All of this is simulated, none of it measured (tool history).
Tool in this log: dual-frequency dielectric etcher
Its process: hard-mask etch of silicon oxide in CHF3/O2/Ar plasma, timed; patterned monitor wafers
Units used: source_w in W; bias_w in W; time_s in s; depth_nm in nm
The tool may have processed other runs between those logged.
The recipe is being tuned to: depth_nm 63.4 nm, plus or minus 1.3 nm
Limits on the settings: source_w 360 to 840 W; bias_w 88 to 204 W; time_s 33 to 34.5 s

run  hour  source_w  bias_w  time_s  depth_nm
  1     0       600     146      33    58.151
  2   4.4       600     146    34.5    60.252
  3  12.1       600     146      33    58.101
  4  14.8       600     136      33    56.128
  5  21.3       490     136      33    51.746
  6    26       490     136    34.5      54.2
  7  27.4       530     138    34.5    56.707
  8    35       560     139    34.5    58.559
  9  39.2       580     140    34.5     58.99
 10  43.4       600     141    34.5    59.638
 11  45.7       600     141    34.5    59.748
 12  46.7       620     142    34.5    60.792

Exactly one of the 4 candidate moves below puts every result within its allowed miss. Which one?
  A  47.7       540     145      34         ?
  B  47.7       630     122      34         ?
  C  47.7       650     162      34         ?
  D  47.7       590     153    33.5         ?

move  depth_nm
   A    56.971
   B    58.072
   C    63.167
   D    58.981
A: lands further from the targets than the last run did
B: lands further from the targets than the last run did
C: hits every target within its allowed miss
D: lands further from the targets than the last run did
The move that meets every target is C.
